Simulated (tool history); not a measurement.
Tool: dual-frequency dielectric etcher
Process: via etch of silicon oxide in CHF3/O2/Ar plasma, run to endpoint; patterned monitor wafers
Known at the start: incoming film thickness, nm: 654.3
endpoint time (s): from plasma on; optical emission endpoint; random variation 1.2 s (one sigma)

{"run": 1, "hour": 0.0, "source power (kW)": 0.83, "bias power (kW)": 0.138, "endpoint time (s)": 281.07}
{"run": 2, "hour": 3.7, "source power (kW)": 0.83, "bias power (kW)": 0.123, "endpoint time (s)": 292.63}
{"run": 3, "hour": 11.6, "source power (kW)": 0.77, "bias power (kW)": 0.122, "endpoint time (s)": 301.87}
{"run": 4, "hour": 18.6, "source power (kW)": 0.73, "bias power (kW)": 0.121, "endpoint time (s)": 309.65}
{"run": 5, "hour": 26.1, "source power (kW)": 0.7, "bias power (kW)": 0.121, "endpoint time (s)": 312.73}
{"run": 6, "hour": 29.7, "source power (kW)": 0.68, "bias power (kW)": 0.121, "endpoint time (s)": 312.26}

Forecast run 7:
{"run": 7, "hour": 37.8, "source power (kW)": 0.65, "bias power (kW)": 0.121, "endpoint time (s)": "?"}

{"run 7": {"endpoint time (s)": 318.46}}

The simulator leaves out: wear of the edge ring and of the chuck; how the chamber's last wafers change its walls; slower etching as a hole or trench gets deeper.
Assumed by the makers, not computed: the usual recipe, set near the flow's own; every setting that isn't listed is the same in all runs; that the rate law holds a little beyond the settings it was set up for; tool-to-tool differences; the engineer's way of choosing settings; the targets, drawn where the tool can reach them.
